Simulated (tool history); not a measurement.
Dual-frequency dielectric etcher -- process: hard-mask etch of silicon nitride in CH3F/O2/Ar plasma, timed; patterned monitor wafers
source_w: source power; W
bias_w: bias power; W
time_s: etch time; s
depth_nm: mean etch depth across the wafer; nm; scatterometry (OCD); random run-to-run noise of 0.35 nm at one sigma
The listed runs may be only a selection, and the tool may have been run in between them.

run 1 day=0 | source_w=440 bias_w=77 time_s=96.5 | depth_nm=73.157
run 2 day=0.154 | source_w=470 bias_w=78 time_s=96.5 | depth_nm=75.72
run 3 day=0.412 | source_w=490 bias_w=79 time_s=96.5 | depth_nm=77.548
run 4 day=0.604 | source_w=500 bias_w=79 time_s=96.5 | depth_nm=78.473
run 5 day=0.742 | source_w=430 bias_w=79 time_s=96.5 | depth_nm=73.238
run 6 day=0.825 | source_w=430 bias_w=79 time_s=96.5 | depth_nm=73.231
run 7 day=1.133 | source_w=460 bias_w=80 time_s=96.5 | depth_nm=76.596

What will run 8 give?
run 8 day=1.262 | source_w=470 bias_w=80 time_s=96.5 | depth_nm=?

Run 8 yielded depth_nm 76.566 nm.
